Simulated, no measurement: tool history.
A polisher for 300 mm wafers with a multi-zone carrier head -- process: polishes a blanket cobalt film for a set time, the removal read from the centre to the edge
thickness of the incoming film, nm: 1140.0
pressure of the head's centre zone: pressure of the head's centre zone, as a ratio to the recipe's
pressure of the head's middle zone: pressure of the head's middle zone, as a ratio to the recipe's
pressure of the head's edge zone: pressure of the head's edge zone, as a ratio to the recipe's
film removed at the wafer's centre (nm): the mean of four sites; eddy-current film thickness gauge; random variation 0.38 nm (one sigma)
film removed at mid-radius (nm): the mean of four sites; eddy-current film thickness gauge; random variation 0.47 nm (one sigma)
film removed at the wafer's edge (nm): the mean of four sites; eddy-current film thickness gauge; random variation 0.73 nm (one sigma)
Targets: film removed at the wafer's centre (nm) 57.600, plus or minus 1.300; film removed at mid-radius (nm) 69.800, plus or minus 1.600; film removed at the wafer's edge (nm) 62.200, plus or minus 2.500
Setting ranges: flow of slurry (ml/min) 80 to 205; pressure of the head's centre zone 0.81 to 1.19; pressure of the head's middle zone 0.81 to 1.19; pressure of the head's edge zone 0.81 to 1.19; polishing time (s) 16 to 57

run	day	flow of slurry (ml/min)	pressure of the head's centre zone	pressure of the head's middle zone	pressure of the head's edge zone	polishing time (s)	film removed at the wafer's centre (nm)	film removed at mid-radius (nm)	film removed at the wafer's edge (nm)
1	0.000	135	1.00	1.00	1.00	36	116.890	115.460	113.190
2	0.196	135	1.00	1.00	1.08	36	117.540	116.250	118.970
3	0.388	135	1.00	1.00	1.12	36	116.970	115.820	120.380
4	0.696	130	0.98	1.00	1.09	34	108.730	108.330	112.910
5	1.067	130	0.96	1.01	1.06	32	99.430	102.650	105.400
6	1.142	130	0.96	0.97	1.06	32	100.700	98.684	106.090
7	1.225	95	0.86	1.06	0.96	22	57.364	69.407	65.671
8	1.350	95	0.86	1.06	0.95	22	56.800	69.204	65.018
9	1.612	95	0.86	1.06	0.94	22	56.593	69.786	65.176

Below are 5 possible settings for the next run. Only one of them brings all results inside the allowed miss of their targets. Which is it?
A	1.875	105	0.88	0.97	0.82	22	?	?	?
B	1.875	80	0.83	0.89	0.89	25	?	?	?
C	1.875	115	0.87	1.08	0.89	21	?	?	?
D	1.875	90	0.88	1.02	0.95	23	?	?	?
E	1.875	95	0.91	1.10	0.85	22	?	?	?

move	film removed at the wafer's centre (nm)	film removed at mid-radius (nm)	film removed at the wafer's edge (nm)
A	60.822	65.836	60.149
B	60.836	65.670	68.231
C	58.627	70.068	60.211
D	61.279	69.512	65.730
E	61.486	71.735	60.152
A: gets the furthest-off result to its target, but another result is out of tolerance
B: moves away from the targets compared with the last run
C: in spec on every target
D: moves away from the targets compared with the last run
E: gets the furthest-off result to its target, but another result is out of tolerance
Correct choice: C, which meets every target

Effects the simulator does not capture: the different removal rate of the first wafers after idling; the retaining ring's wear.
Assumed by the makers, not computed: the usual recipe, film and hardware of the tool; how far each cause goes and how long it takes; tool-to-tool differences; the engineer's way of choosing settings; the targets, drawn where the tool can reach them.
